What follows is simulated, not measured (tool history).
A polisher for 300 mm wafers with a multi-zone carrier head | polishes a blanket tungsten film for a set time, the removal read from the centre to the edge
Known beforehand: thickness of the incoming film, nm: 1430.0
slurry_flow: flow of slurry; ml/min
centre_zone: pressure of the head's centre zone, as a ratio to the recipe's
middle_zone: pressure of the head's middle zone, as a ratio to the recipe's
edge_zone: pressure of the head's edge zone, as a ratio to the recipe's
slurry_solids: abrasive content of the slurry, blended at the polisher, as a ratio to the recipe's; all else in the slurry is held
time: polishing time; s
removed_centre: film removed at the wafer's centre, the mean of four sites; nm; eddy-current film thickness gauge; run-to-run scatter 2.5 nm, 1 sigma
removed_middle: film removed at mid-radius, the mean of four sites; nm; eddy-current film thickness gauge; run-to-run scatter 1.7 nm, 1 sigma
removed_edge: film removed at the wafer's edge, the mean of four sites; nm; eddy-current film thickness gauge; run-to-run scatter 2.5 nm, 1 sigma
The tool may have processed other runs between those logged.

run	day	slurry_flow	centre_zone	middle_zone	edge_zone	slurry_solids	time	removed_centre	removed_middle	removed_edge
1	0.000	280	1.00	1.00	1.00	1.00	32	230.32	236.03	226.78
2	0.212	275	0.96	0.96	0.98	0.90	32	212.54	219.44	216.72
3	0.529	275	0.96	0.96	0.98	1.05	32	227.80	228.31	223.65
4	0.879	270	0.93	0.93	0.97	0.95	32	217.32	217.04	221.66
5	1.067	270	0.93	0.86	0.97	0.95	32	211.87	204.56	222.66
6	1.308	270	0.93	0.93	0.97	0.95	32	208.18	220.66	219.26
7	1.400	270	0.92	0.90	0.95	0.85	32	205.16	206.58	214.83
8	1.425	265	0.90	0.89	0.94	0.75	32	197.71	198.18	196.92

Run 9 comes next. What will it give?
9	1.604	265	0.90	0.89	0.94	0.75	32	?	?	?

For run 9 the tool returned removed_centre 187.84 nm, removed_middle 197.02 nm, removed_edge 202.93 nm.

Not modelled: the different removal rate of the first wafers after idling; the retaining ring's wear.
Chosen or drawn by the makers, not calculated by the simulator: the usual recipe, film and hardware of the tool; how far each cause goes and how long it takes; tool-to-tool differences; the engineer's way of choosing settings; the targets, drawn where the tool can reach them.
